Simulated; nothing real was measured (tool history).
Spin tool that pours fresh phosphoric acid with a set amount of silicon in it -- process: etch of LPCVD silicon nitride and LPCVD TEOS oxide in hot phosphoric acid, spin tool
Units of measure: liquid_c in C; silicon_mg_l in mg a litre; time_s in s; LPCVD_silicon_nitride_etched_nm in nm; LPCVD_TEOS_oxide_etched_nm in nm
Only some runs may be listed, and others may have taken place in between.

run  hour  liquid_c  silicon_mg_l  time_s  LPCVD_silicon_nitride_etched_nm  LPCVD_TEOS_oxide_etched_nm
  1   0.0     162.0          20.0      50                           4.6806                    0.253750
  2   7.7     162.0          16.0      50                           4.6201                    0.301550
  3  15.5     162.0          16.0      65                           6.0429                    0.312720
  4  18.5     160.5          11.0      50                           4.4213                    0.350000
  5  26.7     159.5           7.5      40                           3.4333                    0.144460
  6  31.2     158.5           5.0      30                           2.4928                    0.146250
  7  35.9     157.0           0.0      15                           1.1784                    0.072500
  8  38.1     158.0           0.0      15                           1.2267                    0.075920

For run 9, what comes out?
  9  41.9     159.5           2.5      15                                ?                           ?

Run 9 measured LPCVD_silicon_nitride_etched_nm 1.2830 nm, LPCVD_TEOS_oxide_etched_nm 0.086888 nm.
